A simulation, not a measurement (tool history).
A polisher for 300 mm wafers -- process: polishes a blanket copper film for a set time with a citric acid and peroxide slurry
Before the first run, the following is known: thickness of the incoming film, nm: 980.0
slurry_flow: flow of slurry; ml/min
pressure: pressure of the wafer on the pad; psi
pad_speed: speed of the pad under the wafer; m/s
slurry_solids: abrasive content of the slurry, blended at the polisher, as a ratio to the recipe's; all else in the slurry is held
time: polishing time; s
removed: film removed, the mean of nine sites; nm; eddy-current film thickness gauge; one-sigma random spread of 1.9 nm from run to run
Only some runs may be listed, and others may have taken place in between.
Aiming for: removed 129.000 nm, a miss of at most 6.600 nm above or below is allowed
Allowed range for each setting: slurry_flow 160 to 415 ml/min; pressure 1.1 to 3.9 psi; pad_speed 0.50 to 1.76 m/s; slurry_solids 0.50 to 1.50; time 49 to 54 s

run,hour,slurry_flow,pressure,pad_speed,slurry_solids,time,removed
1,0.0,265,2.5,1.12,1.00,54,90.548
2,1.3,230,2.5,1.12,1.00,54,89.218
3,6.7,230,2.6,1.12,1.00,54,91.995
4,7.8,230,2.6,1.34,1.00,54,105.050
5,9.4,230,2.7,1.34,1.00,54,106.020
6,16.4,185,2.7,1.34,1.00,54,101.750
7,21.6,195,2.8,1.34,1.00,54,110.190
# hour 24.5: slurry blender recalibrated
8,24.5,200,2.8,1.34,1.00,54,118.420
9,27.6,200,2.9,1.34,1.00,54,117.910

Of the 4 settings listed for the next run, only one would bring every result within its allowed miss of target. Which one?
A,30.7,255,2.9,1.52,1.00,52,?
B,30.7,255,3.1,1.56,1.10,54,?
C,30.7,225,3.2,1.12,0.95,53,?
D,30.7,185,2.7,1.34,1.10,53,?

move,removed
A,128.740
B,147.110
C,109.830
D,110.090
A: each result inside its tolerance
B: carries the result that was furthest off beyond its target, to the other side
C: further off than the last run
D: further off than the last run
Correct choice: A, which meets every target
